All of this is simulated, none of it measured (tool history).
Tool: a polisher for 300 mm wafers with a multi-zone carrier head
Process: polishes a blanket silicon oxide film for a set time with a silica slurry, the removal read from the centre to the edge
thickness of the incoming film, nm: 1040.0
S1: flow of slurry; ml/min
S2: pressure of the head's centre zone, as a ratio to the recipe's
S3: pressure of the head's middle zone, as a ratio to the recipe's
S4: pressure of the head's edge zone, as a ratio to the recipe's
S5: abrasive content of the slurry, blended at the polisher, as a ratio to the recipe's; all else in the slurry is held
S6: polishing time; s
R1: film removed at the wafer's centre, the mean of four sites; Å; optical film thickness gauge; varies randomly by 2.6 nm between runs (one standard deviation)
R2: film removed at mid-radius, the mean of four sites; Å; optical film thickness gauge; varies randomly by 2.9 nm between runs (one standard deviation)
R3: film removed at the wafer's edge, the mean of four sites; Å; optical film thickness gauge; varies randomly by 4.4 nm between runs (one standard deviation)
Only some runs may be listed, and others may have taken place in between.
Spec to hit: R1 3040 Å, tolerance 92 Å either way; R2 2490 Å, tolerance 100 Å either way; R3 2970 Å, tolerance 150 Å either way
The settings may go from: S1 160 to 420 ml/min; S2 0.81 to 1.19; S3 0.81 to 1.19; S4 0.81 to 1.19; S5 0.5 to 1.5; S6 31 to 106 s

Run 1, day 0: S1 270 ml/min, S2 1, S3 1, S4 1, S5 1, S6 68 s. Result: R1 2446.4 Å, R2 2380.4 Å, R3 2398 Å.
Run 2, day 0.112: S1 270 ml/min, S2 1.01, S3 0.99, S4 1.02, S5 1.05, S6 68 s. Result: R1 2494.3 Å, R2 2486.1 Å, R3 2519.9 Å.
Run 3, day 0.279: S1 275 ml/min, S2 1.03, S3 0.97, S4 1.03, S5 1.05, S6 68 s. Result: R1 2601.7 Å, R2 2471.8 Å, R3 2513.6 Å.
Run 4, day 0.608: S1 275 ml/min, S2 1.03, S3 0.97, S4 1.07, S5 1.05, S6 68 s. Result: R1 2583.9 Å, R2 2456.5 Å, R3 2568.8 Å.
Run 5, day 0.742: S1 275 ml/min, S2 1.03, S3 0.97, S4 1.07, S5 0.85, S6 68 s. Result: R1 2284.8 Å, R2 2216.7 Å, R3 2323.9 Å.
Run 6, day 0.888: S1 275 ml/min, S2 1.04, S3 0.96, S4 1.08, S5 0.9, S6 68 s. Result: R1 2408.5 Å, R2 2236.7 Å, R3 2447.3 Å.
Run 7, day 1.05: S1 275 ml/min, S2 1.05, S3 0.96, S4 1.09, S5 0.9, S6 68 s. Result: R1 2438.7 Å, R2 2274.6 Å, R3 2404.5 Å.
Run 8, day 1.35: S1 275 ml/min, S2 1.05, S3 0.95, S4 1.1, S5 0.95, S6 68 s. Result: R1 2463.8 Å, R2 2312.4 Å, R3 2487.7 Å.
Run 9, day 1.496: S1 275 ml/min, S2 1.06, S3 0.94, S4 1.11, S5 0.95, S6 68 s. Result: R1 2556.4 Å, R2 2304.5 Å, R3 2490.9 Å.
Run 10, day 1.621: S1 275 ml/min, S2 1.06, S3 0.93, S4 1.12, S5 0.95, S6 68 s. Result: R1 2520 Å, R2 2299.4 Å, R3 2458.2 Å.
Run 11, day 1.821: S1 260 ml/min, S2 1.1, S3 0.83, S4 1.19, S5 1.2, S6 69 s. Result: R1 2908.1 Å, R2 2415 Å, R3 2889.7 Å.

Which one of the following 4 next-run settings gets every result inside its allowed miss? There is exactly one.
Run A, day 2.021: S1 180 ml/min, S2 1.04, S3 1, S4 1.11, S5 1.3, S6 70 s. Result: R1 ?, R2 ?, R3 ?.
Run B, day 2.021: S1 260 ml/min, S2 1.03, S3 0.91, S4 1.17, S5 1.2, S6 68 s. Result: R1 ?, R2 ?, R3 ?.
Run C, day 2.021: S1 295 ml/min, S2 1.11, S3 0.85, S4 1.17, S5 1.3, S6 67 s. Result: R1 ?, R2 ?, R3 ?.
Run D, day 2.021: S1 240 ml/min, S2 0.99, S3 0.85, S4 1.19, S5 1.35, S6 68 s. Result: R1 ?, R2 ?, R3 ?.

move      R1      R2      R3
   A  2745.9  2702.2  2858.2
   B  2725.6  2523.9  2878.6
   C  2994.2  2500.1  2970.9
   D  2747.1  2514.9    3032
A: moves away from the targets compared with the last run
B: moves away from the targets compared with the last run
C: hits every target within its allowed miss
D: moves away from the targets compared with the last run
Correct choice: C, which meets every target
